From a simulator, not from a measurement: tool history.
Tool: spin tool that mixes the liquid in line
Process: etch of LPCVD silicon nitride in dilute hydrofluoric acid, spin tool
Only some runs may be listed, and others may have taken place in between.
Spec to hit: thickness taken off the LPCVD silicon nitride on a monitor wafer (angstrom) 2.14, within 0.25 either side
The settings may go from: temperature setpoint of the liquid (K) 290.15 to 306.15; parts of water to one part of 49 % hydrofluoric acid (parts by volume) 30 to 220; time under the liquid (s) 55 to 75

run,hour,temperature setpoint of the liquid (K),parts of water to one part of 49 % hydrofluoric acid (parts by volume),time under the liquid (s),thickness taken off the LPCVD silicon nitride on a monitor wafer (angstrom)
1,0,298.15,125,75,3.497
2,6.7,298.15,90,75,4.6995
3,11.5,297.65,95,75,4.1115
4,13.4,297.15,95,75,4.0394
5,19.4,296.65,100,75,3.6934
6,25.9,296.15,100,75,3.5927
7,31,295.65,100,75,3.5814
8,34.7,295.65,100,75,3.4576
9,39.5,295.15,100,75,3.4569
10,41.5,294.65,105,75,3.3043
11,43.3,294.65,110,75,2.9579
# hour 48.7: hydrofluoric acid flow meter replaced
12,48.7,294.15,110,75,2.754
13,49.5,293.15,115,75,2.596

Next run, 4 choices. One meets every target within its allowed miss, the rest don't. Which?
A,50.3,295.65,115,55,?
B,50.3,291.65,80,75,?
C,50.3,292.65,120,55,?
D,50.3,290.15,110,55,?

move,thickness taken off the LPCVD silicon nitride on a monitor wafer (angstrom)
A,2.3289
B,3.4513
C,1.8268
D,1.6742
A: every result within its allowed miss
B: misses by more than the last run did
C: takes the biggest miss from the last run beyond its target
D: takes the biggest miss from the last run beyond its target
So the answer is move A, the one that meets all the targets.
